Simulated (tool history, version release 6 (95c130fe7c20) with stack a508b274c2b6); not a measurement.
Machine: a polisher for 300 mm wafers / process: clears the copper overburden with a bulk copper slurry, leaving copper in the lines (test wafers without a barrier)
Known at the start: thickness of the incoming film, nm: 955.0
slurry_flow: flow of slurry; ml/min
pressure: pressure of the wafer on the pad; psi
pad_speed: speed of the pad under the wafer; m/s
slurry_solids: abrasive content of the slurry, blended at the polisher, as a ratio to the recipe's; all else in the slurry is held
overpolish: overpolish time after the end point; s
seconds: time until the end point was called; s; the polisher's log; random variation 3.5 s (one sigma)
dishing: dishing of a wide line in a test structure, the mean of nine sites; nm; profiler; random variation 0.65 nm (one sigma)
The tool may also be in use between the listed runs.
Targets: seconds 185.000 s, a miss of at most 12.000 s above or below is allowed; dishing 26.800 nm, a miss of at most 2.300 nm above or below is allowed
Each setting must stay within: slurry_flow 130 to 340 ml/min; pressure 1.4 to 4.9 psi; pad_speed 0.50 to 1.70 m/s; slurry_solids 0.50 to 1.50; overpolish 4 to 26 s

run  hour  slurry_flow  pressure  pad_speed  slurry_solids  overpolish  seconds  dishing
  1   0.0          220       3.1       1.10           1.00          13   75.606   95.694
  2   7.4          220       3.6       1.10           1.00          13   63.656  112.130
  3  14.0          220       3.6       1.10           1.15          13   62.325  111.800
  4  20.8          220       2.9       1.10           1.15          13   74.759   93.988
  5  27.1          260       2.9       1.10           1.15          13   74.967   91.065
  6  28.2          265       2.6       0.96           1.15          11   96.148   72.491
  7  29.4          285       2.3       0.86           1.20           9  118.290   49.728
  8  30.4          285       2.2       0.80           1.20           8  133.640   42.336
  9  37.4          285       2.0       0.78           1.20           7  148.880   31.576
 10  43.0          275       1.9       0.76           1.20           7  155.250   30.138
 11  44.6          270       1.8       0.74           1.20           8  168.120   31.694
 12  45.4          265       1.7       0.74           1.20           8  183.260   30.341

Pick the move, out of 5, that brings all results within their allowed miss; only one does.
  A  46.2          265       1.7       0.68           1.10          12        ?        ?
  B  46.2          285       1.4       0.86           1.30           9        ?        ?
  C  46.2          275       1.4       0.86           1.20           7        ?        ?
  D  46.2          240       2.0       0.58           1.30          10        ?        ?
  E  46.2          285       1.8       0.70           1.20           9        ?        ?

move  seconds  dishing
   A  199.170   39.999
   B  182.100   33.317
   C  186.300   26.217
   D  192.810   35.563
   E  178.400   34.490
A: misses by more than the last run did
B: misses by more than the last run did
C: in spec on every target
D: misses by more than the last run did
E: misses by more than the last run did
C is the move that brings every result within its allowed miss.

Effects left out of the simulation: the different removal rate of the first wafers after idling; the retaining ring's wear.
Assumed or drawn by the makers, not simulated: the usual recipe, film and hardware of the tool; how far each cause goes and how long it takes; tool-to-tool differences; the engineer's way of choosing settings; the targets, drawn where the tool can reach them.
